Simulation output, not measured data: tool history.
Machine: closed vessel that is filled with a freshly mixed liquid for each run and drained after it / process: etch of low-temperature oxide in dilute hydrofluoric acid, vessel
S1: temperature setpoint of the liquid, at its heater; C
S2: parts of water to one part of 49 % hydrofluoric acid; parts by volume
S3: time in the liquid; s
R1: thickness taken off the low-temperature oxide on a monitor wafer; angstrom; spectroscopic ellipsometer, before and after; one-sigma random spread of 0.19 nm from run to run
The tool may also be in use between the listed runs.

| run | hour | S1 | S2 | S3 | R1 |
|---|---|---|---|---|---|
| 1 | 0 | 26 | 90 | 145 | 426.77 |
| 2 | 6.8 | 24.5 | 95 | 145 | 380.06 |
| 3 | 12.4 | 26.5 | 95 | 145 | 408.93 |
| 4 | 17.1 | 26.5 | 95 | 145 | 409.92 |
| 5 | 25.7 | 26.5 | 80 | 145 | 494.59 |
| 6 | 28.1 | 29 | 80 | 145 | 543.28 |
| 7 | 35.6 | 29 | 80 | 145 | 543.11 |

Run 8 has not been measured yet. What should we expect?
| 8 | 42.8 | 29 | 80 | 145 | ? |

{"run 8": {"R1": 549.84}}
